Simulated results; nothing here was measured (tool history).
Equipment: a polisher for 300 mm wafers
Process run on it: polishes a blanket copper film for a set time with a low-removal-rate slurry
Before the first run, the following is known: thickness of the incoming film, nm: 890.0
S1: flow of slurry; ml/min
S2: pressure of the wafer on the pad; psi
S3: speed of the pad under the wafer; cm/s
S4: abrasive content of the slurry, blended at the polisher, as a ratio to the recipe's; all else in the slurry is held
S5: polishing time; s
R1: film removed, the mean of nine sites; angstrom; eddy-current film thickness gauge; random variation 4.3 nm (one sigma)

{"run": 1, "hour": 0.0, "S1": 290, "S2": 3.1, "S3": 100, "S4": 1, "S5": 95, "R1": 3125.9}
{"run": 2, "hour": 4.4, "S1": 325, "S2": 3.1, "S3": 100, "S4": 1, "S5": 95, "R1": 3193.9}
{"run": 3, "hour": 10.1, "S1": 325, "S2": 3.1, "S3": 100, "S4": 0.85, "S5": 95, "R1": 3124.2}
{"run": 4, "hour": 12.1, "S1": 325, "S2": 3.3, "S3": 100, "S4": 0.85, "S5": 95, "R1": 3237}
{"run": 5, "hour": 13.9, "S1": 325, "S2": 3.5, "S3": 100, "S4": 0.85, "S5": 95, "R1": 3415.3}
{"run": 6, "hour": 17.8, "S1": 325, "S2": 3.5, "S3": 90, "S4": 0.85, "S5": 95, "R1": 3143.7}
{"run": 7, "hour": 23.1, "S1": 325, "S2": 3.7, "S3": 90, "S4": 0.85, "S5": 95, "R1": 3330.8}
{"run": 8, "hour": 30.9, "S1": 325, "S2": 3.8, "S3": 90, "S4": 0.85, "S5": 95, "R1": 3407}
{"run": 9, "hour": 31.8, "S1": 325, "S2": 3.9, "S3": 90, "S4": 0.85, "S5": 95, "R1": 3457.7}

Run 10 has not been measured yet. What should we expect?
{"run": 10, "hour": 36.7, "S1": 325, "S2": 4, "S3": 90, "S4": 0.85, "S5": 95, "R1": "?"}

R1: 3543.8 angstrom
